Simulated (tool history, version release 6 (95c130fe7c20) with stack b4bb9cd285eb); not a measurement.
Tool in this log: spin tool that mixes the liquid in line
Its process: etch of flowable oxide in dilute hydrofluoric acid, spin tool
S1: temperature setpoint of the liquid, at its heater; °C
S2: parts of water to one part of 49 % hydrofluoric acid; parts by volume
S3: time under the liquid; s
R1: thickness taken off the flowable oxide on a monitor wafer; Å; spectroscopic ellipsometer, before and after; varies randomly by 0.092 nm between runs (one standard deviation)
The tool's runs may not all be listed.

run,hour,S1,S2,S3,R1
1,0.0,24.0,80,50,154.39
2,3.4,24.0,80,55,165.38
3,11.3,22.0,80,55,154.62
4,17.1,20.5,80,55,145.15
5,25.0,19.5,85,55,131.92
6,31.4,19.5,75,55,152.29
7,32.7,19.0,80,55,137.93
8,38.3,18.5,85,55,126.91
9,45.8,18.5,85,55,126.55

Expected results for the next run?
10,47.4,18.0,85,55,?

{"run 10": {"R1": 122.79}}

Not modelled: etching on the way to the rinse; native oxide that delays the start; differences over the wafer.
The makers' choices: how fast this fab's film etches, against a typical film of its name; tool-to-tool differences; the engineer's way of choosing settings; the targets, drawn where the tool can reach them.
